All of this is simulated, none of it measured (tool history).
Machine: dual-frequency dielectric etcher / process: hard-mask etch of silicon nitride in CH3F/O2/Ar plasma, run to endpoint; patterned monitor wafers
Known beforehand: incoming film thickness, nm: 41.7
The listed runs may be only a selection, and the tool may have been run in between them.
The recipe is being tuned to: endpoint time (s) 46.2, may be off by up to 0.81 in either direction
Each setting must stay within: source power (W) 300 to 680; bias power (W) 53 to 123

{"run": 1, "day": 0.0, "source power (W)": 490, "bias power (W)": 88, "endpoint time (s)": 52.251}
{"run": 2, "day": 0.212, "source power (W)": 440, "bias power (W)": 88, "endpoint time (s)": 54.689}
{"run": 3, "day": 0.279, "source power (W)": 480, "bias power (W)": 89, "endpoint time (s)": 52.051}
{"run": 4, "day": 0.317, "source power (W)": 410, "bias power (W)": 89, "endpoint time (s)": 56.216}
{"run": 5, "day": 0.5, "source power (W)": 450, "bias power (W)": 90, "endpoint time (s)": 53.556}
{"run": 6, "day": 0.712, "source power (W)": 450, "bias power (W)": 84, "endpoint time (s)": 54.916}
{"run": 7, "day": 0.838, "source power (W)": 480, "bias power (W)": 85, "endpoint time (s)": 53.316}
{"run": 8, "day": 0.921, "source power (W)": 510, "bias power (W)": 86, "endpoint time (s)": 51.618}

Which single option among these 4 for the next run brings every result within its allowed miss of target? Just one does.
{"run": "A", "day": 1.004, "source power (W)": 580, "bias power (W)": 113, "endpoint time (s)": "?"}
{"run": "B", "day": 1.004, "source power (W)": 610, "bias power (W)": 93, "endpoint time (s)": "?"}
{"run": "C", "day": 1.004, "source power (W)": 640, "bias power (W)": 100, "endpoint time (s)": "?"}
{"run": "D", "day": 1.004, "source power (W)": 620, "bias power (W)": 106, "endpoint time (s)": "?"}

move=A endpoint_time_(s)=44.098
move=B endpoint_time_(s)=46.205
move=C endpoint_time_(s)=44.139
move=D endpoint_time_(s)=43.839
A: takes the result that was furthest off past its target
B: hits every target within its allowed miss
C: takes the result that was furthest off past its target
D: takes the result that was furthest off past its target
Go with B: it meets all targets.
